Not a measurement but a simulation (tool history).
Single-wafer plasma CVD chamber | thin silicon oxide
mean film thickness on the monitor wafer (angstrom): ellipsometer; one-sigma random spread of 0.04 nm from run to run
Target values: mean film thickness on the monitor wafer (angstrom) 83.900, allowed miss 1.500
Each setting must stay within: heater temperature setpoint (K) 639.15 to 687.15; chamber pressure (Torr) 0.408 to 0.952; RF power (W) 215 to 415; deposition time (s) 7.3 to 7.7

run,hour,heater temperature setpoint (K),chamber pressure (Torr),RF power (W),deposition time (s),mean film thickness on the monitor wafer (angstrom)
1,0.0,663.15,0.680,315,7.7,110.790
2,3.2,663.15,0.578,315,7.7,93.984
3,6.9,663.15,0.578,315,7.7,94.385
4,14.2,657.15,0.578,315,7.7,94.352
5,16.7,662.15,0.578,315,7.7,94.182
6,24.5,662.15,0.557,315,7.7,90.771
7,25.8,662.15,0.543,315,7.7,88.763
8,28.5,662.15,0.533,315,7.7,86.909
9,37.2,662.15,0.527,315,7.7,86.089

Which one of the following 5 next-run settings gets every result inside its allowed miss? There is exactly one.
A,45.9,666.15,0.543,310,7.6,?
B,45.9,664.15,0.494,315,7.7,?
C,45.9,651.15,0.552,325,7.7,?
D,45.9,659.15,0.559,335,7.3,?
E,45.9,659.15,0.525,305,7.6,?

move,mean film thickness on the monitor wafer (angstrom)
A,86.971
B,80.888
C,92.453
D,89.657
E,83.759
A: misses by more than the last run did
B: carries the result that was furthest off beyond its target, to the other side
C: misses by more than the last run did
D: misses by more than the last run did
E: all results in spec
E meets every target.
